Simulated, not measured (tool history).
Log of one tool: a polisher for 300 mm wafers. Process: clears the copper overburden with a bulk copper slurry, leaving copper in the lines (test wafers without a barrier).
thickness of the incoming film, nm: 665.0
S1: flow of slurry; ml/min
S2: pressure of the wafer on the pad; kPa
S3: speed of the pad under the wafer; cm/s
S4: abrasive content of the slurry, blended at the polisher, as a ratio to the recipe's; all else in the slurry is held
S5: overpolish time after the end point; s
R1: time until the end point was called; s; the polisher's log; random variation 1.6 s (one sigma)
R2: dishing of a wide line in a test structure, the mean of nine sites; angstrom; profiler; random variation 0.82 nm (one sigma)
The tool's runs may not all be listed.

Run 1, hour 0: S1 280 ml/min, S2 13.1 kPa, S3 102 cm/s, S4 1, S5 12 s. Result: R1 93.672 s, R2 502.4 angstrom.
Run 2, hour 8.7: S1 280 ml/min, S2 12.4 kPa, S3 102 cm/s, S4 1, S5 13 s. Result: R1 99.316 s, R2 529.73 angstrom.
Run 3, hour 10.1: S1 280 ml/min, S2 12.4 kPa, S3 102 cm/s, S4 1, S5 18 s. Result: R1 96.953 s, R2 689.1 angstrom.
Run 4, hour 13.7: S1 280 ml/min, S2 14.5 kPa, S3 102 cm/s, S4 1, S5 18 s. Result: R1 87.19 s, R2 726.95 angstrom.
Run 5, hour 16.4: S1 280 ml/min, S2 14.5 kPa, S3 112 cm/s, S4 1, S5 18 s. Result: R1 80.119 s, R2 820.65 angstrom.
Run 6, hour 20.8: S1 280 ml/min, S2 14.5 kPa, S3 112 cm/s, S4 1.15, S5 18 s. Result: R1 77.909 s, R2 777.27 angstrom.
Run 7, hour 28.6: S1 280 ml/min, S2 13.8 kPa, S3 112 cm/s, S4 1.15, S5 18 s. Result: R1 79.734 s, R2 777.89 angstrom.
Run 8, hour 37.4: S1 280 ml/min, S2 13.1 kPa, S3 110 cm/s, S4 1.15, S5 18 s. Result: R1 86.644 s, R2 749.35 angstrom.
Run 9, hour 39.9: S1 280 ml/min, S2 12.4 kPa, S3 110 cm/s, S4 1.15, S5 18 s. Result: R1 89.93 s, R2 704.16 angstrom.

The next listed run, before its measurement:
Run 10, hour 46.5: S1 280 ml/min, S2 11.7 kPa, S3 110 cm/s, S4 1.15, S5 18 s. Result: R1 ?, R2 ?.

Run 10 gave R1 92.515 s, R2 688.7 angstrom.
